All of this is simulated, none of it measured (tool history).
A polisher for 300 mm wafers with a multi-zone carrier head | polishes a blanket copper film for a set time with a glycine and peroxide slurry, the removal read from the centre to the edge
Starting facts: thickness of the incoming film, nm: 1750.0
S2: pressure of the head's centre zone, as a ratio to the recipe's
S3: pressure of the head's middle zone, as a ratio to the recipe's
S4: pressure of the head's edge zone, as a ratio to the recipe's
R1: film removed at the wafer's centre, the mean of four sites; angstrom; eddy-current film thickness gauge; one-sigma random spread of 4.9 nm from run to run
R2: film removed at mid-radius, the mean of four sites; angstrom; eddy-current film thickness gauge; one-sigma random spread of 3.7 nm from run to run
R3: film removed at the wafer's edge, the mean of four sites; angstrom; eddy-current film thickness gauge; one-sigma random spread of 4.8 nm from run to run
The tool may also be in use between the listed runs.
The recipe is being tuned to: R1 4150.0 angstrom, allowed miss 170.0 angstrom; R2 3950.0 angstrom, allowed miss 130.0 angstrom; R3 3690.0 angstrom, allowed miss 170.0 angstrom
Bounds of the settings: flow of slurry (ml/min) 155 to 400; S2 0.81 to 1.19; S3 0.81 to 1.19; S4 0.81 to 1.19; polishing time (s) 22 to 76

run 1 hour=0.0 | flow_of_slurry_(ml/min)=255 S2=1.00 S3=1.00 S4=1.00 polishing_time_(s)=49 | R1=2967.0 R2=2951.9 R3=2897.2
run 2 hour=8.3 | flow_of_slurry_(ml/min)=255 S2=1.05 S3=1.00 S4=1.00 polishing_time_(s)=49 | R1=3213.5 R2=2947.7 R3=2898.4
run 3 hour=16.3 | flow_of_slurry_(ml/min)=260 S2=1.07 S3=1.04 S4=1.04 polishing_time_(s)=51 | R1=3373.6 R2=3182.5 R3=3093.5
run 4 hour=22.5 | flow_of_slurry_(ml/min)=270 S2=1.10 S3=1.07 S4=1.07 polishing_time_(s)=53 | R1=3594.3 R2=3413.0 R3=3188.8
-- hour=30.3 edge zone pressure recalibrated
run 5 hour=30.3 | flow_of_slurry_(ml/min)=270 S2=1.11 S3=1.07 S4=1.08 polishing_time_(s)=55 | R1=3761.0 R2=3505.8 R3=3539.1
run 6 hour=35.4 | flow_of_slurry_(ml/min)=270 S2=1.17 S3=1.07 S4=1.08 polishing_time_(s)=55 | R1=3877.2 R2=3523.6 R3=3543.1
run 7 hour=41.5 | flow_of_slurry_(ml/min)=280 S2=1.18 S3=1.09 S4=1.08 polishing_time_(s)=56 | R1=4065.6 R2=3660.6 R3=3550.5
run 8 hour=43.6 | flow_of_slurry_(ml/min)=285 S2=1.18 S3=1.11 S4=1.09 polishing_time_(s)=56 | R1=4107.9 R2=3723.2 R3=3577.0
run 9 hour=52.5 | flow_of_slurry_(ml/min)=285 S2=1.17 S3=1.12 S4=1.10 polishing_time_(s)=56 | R1=3950.8 R2=3753.3 R3=3586.5
run 10 hour=59.6 | flow_of_slurry_(ml/min)=290 S2=1.18 S3=1.13 S4=1.10 polishing_time_(s)=56 | R1=4096.5 R2=3809.6 R3=3611.4

Which of these 4 next moves meets every target?
run A hour=66.7 | flow_of_slurry_(ml/min)=320 S2=1.18 S3=1.16 S4=1.14 polishing_time_(s)=57 | R1=? R2=? R3=?
run B hour=66.7 | flow_of_slurry_(ml/min)=310 S2=1.18 S3=1.08 S4=1.09 polishing_time_(s)=57 | R1=? R2=? R3=?
run C hour=66.7 | flow_of_slurry_(ml/min)=155 S2=0.98 S3=0.94 S4=1.19 polishing_time_(s)=65 | R1=? R2=? R3=?
run D hour=66.7 | flow_of_slurry_(ml/min)=205 S2=1.09 S3=0.93 S4=1.19 polishing_time_(s)=64 | R1=? R2=? R3=?

move=A R1=4166.9 R2=3991.2 R3=3747.9
move=B R1=4153.3 R2=3744.8 R3=3670.3
move=C R1=3691.9 R2=3567.0 R3=4161.0
move=D R1=4150.1 R2=3577.1 R3=4182.8
A: all results in spec
B: further off than the last run
C: further off than the last run
D: further off than the last run
A meets every target.
